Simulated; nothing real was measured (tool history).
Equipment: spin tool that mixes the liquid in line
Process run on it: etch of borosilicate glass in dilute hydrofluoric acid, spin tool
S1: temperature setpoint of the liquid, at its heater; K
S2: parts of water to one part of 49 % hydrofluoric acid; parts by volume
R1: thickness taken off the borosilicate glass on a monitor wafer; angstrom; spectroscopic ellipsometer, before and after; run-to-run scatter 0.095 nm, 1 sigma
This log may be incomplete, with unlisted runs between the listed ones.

Run 1, hour 0: S1 297.15 K, S2 180 parts by volume, time under the liquid (s) 15. Result: R1 25.446 angstrom.
Run 2, hour 1.2: S1 299.65 K, S2 135 parts by volume, time under the liquid (s) 15. Result: R1 38.787 angstrom.
Run 3, hour 7.1: S1 299.65 K, S2 200 parts by volume, time under the liquid (s) 15. Result: R1 24.147 angstrom.
Run 4, hour 8.7: S1 301.15 K, S2 150 parts by volume, time under the liquid (s) 15. Result: R1 35.989 angstrom.
Run 5, hour 15.8: S1 302.15 K, S2 115 parts by volume, time under the liquid (s) 15. Result: R1 51.42 angstrom.
Run 6, hour 21.5: S1 303.15 K, S2 95 parts by volume, time under the liquid (s) 15. Result: R1 66.541 angstrom.

For run 7, what comes out?
Run 7, hour 25.6: S1 303.65 K, S2 85 parts by volume, time under the liquid (s) 15. Result: R1 ?.

Run 7 measured R1 76.963 angstrom.
